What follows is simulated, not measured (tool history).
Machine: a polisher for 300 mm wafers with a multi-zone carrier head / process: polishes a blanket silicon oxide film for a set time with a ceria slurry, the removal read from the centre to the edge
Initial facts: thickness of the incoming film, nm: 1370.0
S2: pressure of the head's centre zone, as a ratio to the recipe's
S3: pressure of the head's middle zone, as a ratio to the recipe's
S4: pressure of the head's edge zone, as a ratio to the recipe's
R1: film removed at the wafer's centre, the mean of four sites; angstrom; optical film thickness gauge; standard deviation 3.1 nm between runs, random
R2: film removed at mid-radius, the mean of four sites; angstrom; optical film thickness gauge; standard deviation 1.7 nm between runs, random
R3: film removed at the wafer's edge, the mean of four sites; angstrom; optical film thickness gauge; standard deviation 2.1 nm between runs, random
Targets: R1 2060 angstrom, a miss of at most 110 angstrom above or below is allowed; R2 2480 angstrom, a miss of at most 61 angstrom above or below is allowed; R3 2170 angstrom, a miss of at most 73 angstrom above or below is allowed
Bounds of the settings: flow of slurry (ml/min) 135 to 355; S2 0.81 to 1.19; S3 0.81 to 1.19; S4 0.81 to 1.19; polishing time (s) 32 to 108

{"run": 1, "hour": 0.0, "flow of slurry (ml/min)": 225, "S2": 1, "S3": 1, "S4": 1, "polishing time (s)": 70, "R1": 3371.6, "R2": 3402.1, "R3": 3353.7}
{"run": 2, "hour": 5.2, "flow of slurry (ml/min)": 225, "S2": 1, "S3": 1, "S4": 1, "polishing time (s)": 62, "R1": 2937.2, "R2": 2996.8, "R3": 2946.1}
{"run": 3, "hour": 13.4, "flow of slurry (ml/min)": 225, "S2": 1, "S3": 0.96, "S4": 1, "polishing time (s)": 62, "R1": 2916.6, "R2": 2888.8, "R3": 2916.6}
{"run": 4, "hour": 17.6, "flow of slurry (ml/min)": 280, "S2": 1, "S3": 0.96, "S4": 1, "polishing time (s)": 62, "R1": 3001.2, "R2": 2956.5, "R3": 2998.5}
{"run": 5, "hour": 22.0, "flow of slurry (ml/min)": 280, "S2": 1, "S3": 0.96, "S4": 1, "polishing time (s)": 69, "R1": 3388.9, "R2": 3298.8, "R3": 3332.5}
{"run": 6, "hour": 27.4, "flow of slurry (ml/min)": 280, "S2": 1.06, "S3": 0.96, "S4": 1, "polishing time (s)": 69, "R1": 3673.5, "R2": 3332.7, "R3": 3336.5}
{"run": 7, "hour": 34.3, "flow of slurry (ml/min)": 275, "S2": 1.02, "S3": 0.98, "S4": 0.96, "polishing time (s)": 64, "R1": 3196.9, "R2": 3130.1, "R3": 3019}
{"run": 8, "hour": 38.1, "flow of slurry (ml/min)": 270, "S2": 0.99, "S3": 0.99, "S4": 0.93, "polishing time (s)": 60, "R1": 2949.6, "R2": 2939.3, "R3": 2801.5}
{"run": 9, "hour": 44.6, "flow of slurry (ml/min)": 270, "S2": 0.99, "S3": 0.99, "S4": 0.93, "polishing time (s)": 60, "R1": 2874.5, "R2": 2926.3, "R3": 2815.6}
{"run": 10, "hour": 48.6, "flow of slurry (ml/min)": 265, "S2": 0.97, "S3": 1.01, "S4": 0.9, "polishing time (s)": 57, "R1": 2728.3, "R2": 2812.5, "R3": 2620.7}
{"run": 11, "hour": 54.8, "flow of slurry (ml/min)": 255, "S2": 0.94, "S3": 1.02, "S4": 0.88, "polishing time (s)": 55, "R1": 2583.6, "R2": 2752.2, "R3": 2458.4}
{"run": 12, "hour": 63.5, "flow of slurry (ml/min)": 245, "S2": 0.91, "S3": 1.02, "S4": 0.88, "polishing time (s)": 54, "R1": 2430.3, "R2": 2706.5, "R3": 2453.4}
{"run": 13, "hour": 64.9, "flow of slurry (ml/min)": 235, "S2": 0.89, "S3": 1.02, "S4": 0.86, "polishing time (s)": 53, "R1": 2278.5, "R2": 2627.5, "R3": 2361}
{"run": 14, "hour": 73.0, "flow of slurry (ml/min)": 235, "S2": 0.89, "S3": 1.02, "S4": 0.86, "polishing time (s)": 53, "R1": 2317.5, "R2": 2644.1, "R3": 2313.6}
{"run": 15, "hour": 75.3, "flow of slurry (ml/min)": 225, "S2": 0.87, "S3": 1.01, "S4": 0.86, "polishing time (s)": 53, "R1": 2198.6, "R2": 2592.6, "R3": 2382.5}
{"run": 16, "hour": 79.8, "flow of slurry (ml/min)": 220, "S2": 0.87, "S3": 1.02, "S4": 0.85, "polishing time (s)": 52, "R1": 2231.2, "R2": 2569.7, "R3": 2283.7}
{"run": 17, "hour": 82.4, "flow of slurry (ml/min)": 180, "S2": 0.81, "S3": 1.01, "S4": 0.82, "polishing time (s)": 51, "R1": 1893.9, "R2": 2416.5, "R3": 2126}

Below are 5 possible settings for the next run. Only one of them brings all results inside the allowed miss of their targets. Which is it?
{"run": "A", "hour": 85.0, "flow of slurry (ml/min)": 220, "S2": 0.89, "S3": 0.92, "S4": 0.85, "polishing time (s)": 55, "R1": "?", "R2": "?", "R3": "?"}
{"run": "B", "hour": 85.0, "flow of slurry (ml/min)": 215, "S2": 0.98, "S3": 1.04, "S4": 0.81, "polishing time (s)": 49, "R1": "?", "R2": "?", "R3": "?"}
{"run": "C", "hour": 85.0, "flow of slurry (ml/min)": 150, "S2": 0.91, "S3": 1.09, "S4": 0.9, "polishing time (s)": 50, "R1": "?", "R2": "?", "R3": "?"}
{"run": "D", "hour": 85.0, "flow of slurry (ml/min)": 170, "S2": 0.81, "S3": 1.13, "S4": 0.81, "polishing time (s)": 48, "R1": "?", "R2": "?", "R3": "?"}
{"run": "E", "hour": 85.0, "flow of slurry (ml/min)": 160, "S2": 1, "S3": 0.96, "S4": 0.81, "polishing time (s)": 52, "R1": "?", "R2": "?", "R3": "?"}

move=A R1=2382.6 R2=2507 R3=2382.7
move=B R1=2314.1 R2=2467.8 R3=2070.2
move=C R1=2069.4 R2=2476.1 R3=2122.6
move=D R1=1830.9 R2=2507.9 R3=1974.1
move=E R1=2377.2 R2=2339 R3=2127.4
A: moves the result that the last run missed by most past its target, out the other side
B: moves the result that the last run missed by most past its target, out the other side
C: all results in spec
D: moves away from the targets compared with the last run
E: moves the result that the last run missed by most past its target, out the other side
C is the move that brings every result within its allowed miss.
